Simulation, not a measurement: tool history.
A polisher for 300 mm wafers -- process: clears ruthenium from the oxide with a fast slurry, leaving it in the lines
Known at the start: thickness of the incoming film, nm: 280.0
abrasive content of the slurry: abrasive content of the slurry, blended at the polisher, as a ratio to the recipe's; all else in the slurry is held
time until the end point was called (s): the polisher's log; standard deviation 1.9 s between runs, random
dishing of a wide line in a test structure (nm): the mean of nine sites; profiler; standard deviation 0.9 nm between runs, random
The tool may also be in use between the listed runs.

run  hour  flow of slurry (ml/min)  pressure of the wafer on the pad (psi)  speed of the pad under the wafer (m/s)  abrasive content of the slurry  overpolish time after the end point (s)  time until the end point was called (s)  dishing of a wide line in a test structure (nm)
  1   0.0                      225                                     3.1                                    0.90                             1.0                                       26                                   76.991                                           81.238
  2   7.4                      200                                     3.1                                    0.90                             1.0                                       26                                   80.485                                           80.235
  3  11.1                      200                                     3.1                                    0.90                             1.0                                       20                                   75.918                                           65.157
  4  18.1                      170                                     3.1                                    0.90                             1.0                                       20                                   80.881                                           62.938
  5  22.2                      165                                     2.7                                    0.90                             1.0                                       20                                   93.615                                           56.863
  6  30.8                      195                                     2.7                                    0.90                             1.0                                       20                                   92.478                                           57.204
  7  33.8                      195                                     2.4                                    0.90                             1.0                                       19                                  101.100                                           49.263
  8  40.0                      190                                     2.2                                    0.90                             1.0                                       19                                  112.300                                           45.183

Run 9 is up next; what results do you expect?
  9  48.2                      190                                     2.2                                    0.90                             1.0                                       19                                        ?                                                ?

{"run 9": {"time until the end point was called (s)": 111.86, "dishing of a wide line in a test structure (nm)": 45.054}}
